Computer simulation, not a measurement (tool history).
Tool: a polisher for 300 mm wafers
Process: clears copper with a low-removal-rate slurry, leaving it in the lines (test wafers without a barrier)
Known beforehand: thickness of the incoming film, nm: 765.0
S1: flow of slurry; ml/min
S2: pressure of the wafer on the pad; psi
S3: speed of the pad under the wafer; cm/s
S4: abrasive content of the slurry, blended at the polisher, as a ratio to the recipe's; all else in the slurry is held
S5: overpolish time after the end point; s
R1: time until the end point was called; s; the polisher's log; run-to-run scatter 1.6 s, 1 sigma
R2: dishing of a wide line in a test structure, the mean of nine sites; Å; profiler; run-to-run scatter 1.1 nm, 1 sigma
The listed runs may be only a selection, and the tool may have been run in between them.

run	hour	S1	S2	S3	S4	S5	R1	R2
1	0	150	3.8	138	1	17	146.17	585.29
2	5.1	150	3.8	126	1	17	156.49	537.26
3	9	140	4	128	1	19	152.62	618.99
4	10	145	4.2	128	1	21	138.18	712.65
# hour 15.2: head pressure recalibrated
5	15.2	140	4.2	130	1	22	156.47	667.27
6	20.2	160	4.2	130	1	23	153.01	707.18
7	23.4	160	4.4	130	1	24	147.41	739.84

Estimate the outcome of run 8 from the log above:
8	30	155	4.6	130	1	25	?	?

{"run 8": {"R1": 141.1, "R2": 796.83}}
